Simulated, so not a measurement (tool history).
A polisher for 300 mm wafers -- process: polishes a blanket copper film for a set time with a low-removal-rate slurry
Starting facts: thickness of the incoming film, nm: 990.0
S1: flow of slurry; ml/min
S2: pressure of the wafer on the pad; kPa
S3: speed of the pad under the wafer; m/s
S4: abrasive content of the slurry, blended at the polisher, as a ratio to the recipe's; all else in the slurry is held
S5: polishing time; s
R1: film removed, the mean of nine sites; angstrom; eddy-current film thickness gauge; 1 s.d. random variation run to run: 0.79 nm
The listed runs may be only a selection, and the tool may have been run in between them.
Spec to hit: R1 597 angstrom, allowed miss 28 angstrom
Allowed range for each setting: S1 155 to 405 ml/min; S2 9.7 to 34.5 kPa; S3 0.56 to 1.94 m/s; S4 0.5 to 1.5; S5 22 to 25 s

run  hour   S1    S2    S3   S4  S5      R1
  1     0  260  22.1  1.24    1  25  950.52
  2   3.8  260  22.1  1.24  1.2  25  982.05
  3   6.4  260  22.1  1.24  1.2  25  961.91
  4    12  295  22.1  1.24  1.2  25  1005.2
  5  20.2  285  19.3  1.22  1.2  25  899.49
     27.4  -- worn pad replaced by a new one
  6  27.4  235  19.3  1.22  1.2  25  945.49
  7  32.3  240  16.5  1.12  1.2  25  767.95
  8  32.9  240  14.5   1.1  1.2  25  710.12
  9    41  240  13.1  1.08  1.2  25  655.73
 10  42.5  240  12.4  1.08  1.2  25  644.55

Exercise: of the 5 proposed moves below, exactly one satisfies all targets within the stated allowed misses. Which move is it?
  A    44  230  12.4  1.14  1.15  25   ?
  B    44  310  15.2  1.14     1  24   ?
  C    44  195  10.3  1.24  1.35  25   ?
  D    44  285  17.9  0.84  1.45  22   ?
  E    44  270  15.9  1.12   1.2  22   ?

move      R1
   A  671.65
   B  717.15
   C  676.78
   D  582.03
   E  680.91
A: its largest miss is bigger than the last run's
B: its largest miss is bigger than the last run's
C: its largest miss is bigger than the last run's
D: meets every target
E: its largest miss is bigger than the last run's
Move D is the one to make.
